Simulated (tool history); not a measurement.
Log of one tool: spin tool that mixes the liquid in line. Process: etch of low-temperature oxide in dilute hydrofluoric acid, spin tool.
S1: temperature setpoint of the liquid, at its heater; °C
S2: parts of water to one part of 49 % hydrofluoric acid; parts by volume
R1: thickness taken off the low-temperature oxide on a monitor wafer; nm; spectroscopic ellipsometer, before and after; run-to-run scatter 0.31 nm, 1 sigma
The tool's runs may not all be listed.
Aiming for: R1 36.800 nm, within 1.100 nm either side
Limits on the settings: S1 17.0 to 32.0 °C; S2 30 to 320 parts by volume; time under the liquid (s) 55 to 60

run 1 hour=0.0 | S1=24.0 S2=175 time_under_the_liquid_(s)=55 | R1=10.904
run 2 hour=9.0 | S1=24.0 S2=175 time_under_the_liquid_(s)=60 | R1=11.967
run 3 hour=16.9 | S1=27.0 S2=175 time_under_the_liquid_(s)=60 | R1=13.156
run 4 hour=24.0 | S1=25.0 S2=175 time_under_the_liquid_(s)=60 | R1=12.237
run 5 hour=27.0 | S1=26.5 S2=140 time_under_the_liquid_(s)=60 | R1=17.002
run 6 hour=35.0 | S1=28.0 S2=115 time_under_the_liquid_(s)=60 | R1=22.458
run 7 hour=39.3 | S1=29.0 S2=105 time_under_the_liquid_(s)=60 | R1=25.768
run 8 hour=40.3 | S1=30.0 S2=95 time_under_the_liquid_(s)=60 | R1=30.977
run 9 hour=43.0 | S1=30.5 S2=95 time_under_the_liquid_(s)=60 | R1=31.209
run 10 hour=50.6 | S1=32.0 S2=75 time_under_the_liquid_(s)=60 | R1=42.430
run 11 hour=55.2 | S1=31.5 S2=75 time_under_the_liquid_(s)=60 | R1=41.960
run 12 hour=63.1 | S1=31.0 S2=75 time_under_the_liquid_(s)=60 | R1=40.557
run 13 hour=69.9 | S1=30.5 S2=75 time_under_the_liquid_(s)=60 | R1=40.307
run 14 hour=76.2 | S1=30.0 S2=75 time_under_the_liquid_(s)=60 | R1=39.604
run 15 hour=81.2 | S1=29.5 S2=75 time_under_the_liquid_(s)=60 | R1=38.567

Of the 5 settings listed for the next run, only one would bring every result within its allowed miss of target. Which one?
run A hour=86.2 | S1=31.5 S2=75 time_under_the_liquid_(s)=55 | R1=?
run B hour=86.2 | S1=30.5 S2=75 time_under_the_liquid_(s)=55 | R1=?
run C hour=86.2 | S1=26.0 S2=65 time_under_the_liquid_(s)=60 | R1=?
run D hour=86.2 | S1=30.0 S2=75 time_under_the_liquid_(s)=60 | R1=?
run E hour=86.2 | S1=30.5 S2=75 time_under_the_liquid_(s)=60 | R1=?

move=A R1=38.387
move=B R1=36.950
move=C R1=39.514
move=D R1=39.543
move=E R1=40.309
A: an improvement on the last run, though not all results are within tolerance
B: in spec on every target
C: further off than the last run
D: further off than the last run
E: further off than the last run
Go with B: it meets all targets.

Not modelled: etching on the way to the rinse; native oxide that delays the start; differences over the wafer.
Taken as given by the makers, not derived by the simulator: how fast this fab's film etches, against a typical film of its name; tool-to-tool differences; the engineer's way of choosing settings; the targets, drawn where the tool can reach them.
